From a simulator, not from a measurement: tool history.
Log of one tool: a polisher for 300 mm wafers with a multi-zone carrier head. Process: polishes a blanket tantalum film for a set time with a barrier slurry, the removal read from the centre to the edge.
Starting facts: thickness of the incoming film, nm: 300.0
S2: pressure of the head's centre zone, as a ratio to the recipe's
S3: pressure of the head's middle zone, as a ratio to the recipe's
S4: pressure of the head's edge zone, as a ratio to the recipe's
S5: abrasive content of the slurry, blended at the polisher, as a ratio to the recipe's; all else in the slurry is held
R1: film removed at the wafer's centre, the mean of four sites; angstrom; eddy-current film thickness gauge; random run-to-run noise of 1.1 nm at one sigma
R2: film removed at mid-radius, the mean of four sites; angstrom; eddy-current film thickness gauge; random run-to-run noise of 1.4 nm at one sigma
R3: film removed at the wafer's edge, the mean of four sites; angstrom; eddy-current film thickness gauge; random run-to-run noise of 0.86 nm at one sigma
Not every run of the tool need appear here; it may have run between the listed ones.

run 1 day=0 | flow_of_slurry_(ml/min)=140 S2=1 S3=1 S4=1 S5=1 polishing_time_(s)=72 | R1=1020.6 R2=1047.5 R3=1001.3
run 2 day=0.146 | flow_of_slurry_(ml/min)=135 S2=0.99 S3=1 S4=0.99 S5=1 polishing_time_(s)=72 | R1=1015.8 R2=988.02 R3=993.67
run 3 day=0.283 | flow_of_slurry_(ml/min)=135 S2=0.96 S3=1 S4=0.99 S5=1 polishing_time_(s)=72 | R1=955.77 R2=1024.8 R3=1012.6
run 4 day=0.533 | flow_of_slurry_(ml/min)=135 S2=0.96 S3=1 S4=0.99 S5=1 polishing_time_(s)=64 | R1=858.28 R2=902.97 R3=886.59
run 5 day=0.829 | flow_of_slurry_(ml/min)=135 S2=0.96 S3=1.01 S4=0.99 S5=1 polishing_time_(s)=64 | R1=846.88 R2=909.76 R3=901.11
run 6 day=0.892 | flow_of_slurry_(ml/min)=135 S2=1.01 S3=1.01 S4=0.99 S5=1 polishing_time_(s)=64 | R1=905.69 R2=903.96 R3=883.06
run 7 day=1.083 | flow_of_slurry_(ml/min)=135 S2=1 S3=1.02 S4=0.99 S5=1 polishing_time_(s)=64 | R1=913.31 R2=923.5 R3=895.86
run 8 day=1.188 | flow_of_slurry_(ml/min)=135 S2=1 S3=1.02 S4=0.99 S5=1 polishing_time_(s)=64 | R1=895.31 R2=904.23 R3=894.95
run 9 day=1.408 | flow_of_slurry_(ml/min)=140 S2=0.99 S3=1.03 S4=0.98 S5=1 polishing_time_(s)=64 | R1=894.33 R2=932.56 R3=893.61

Predict the results of run 10:
run 10 day=1.758 | flow_of_slurry_(ml/min)=140 S2=0.98 S3=1.04 S4=0.98 S5=1 polishing_time_(s)=64 | R1=? R2=? R3=?

R1: 890.19 angstrom
R2: 926.32 angstrom
R3: 898.37 angstrom
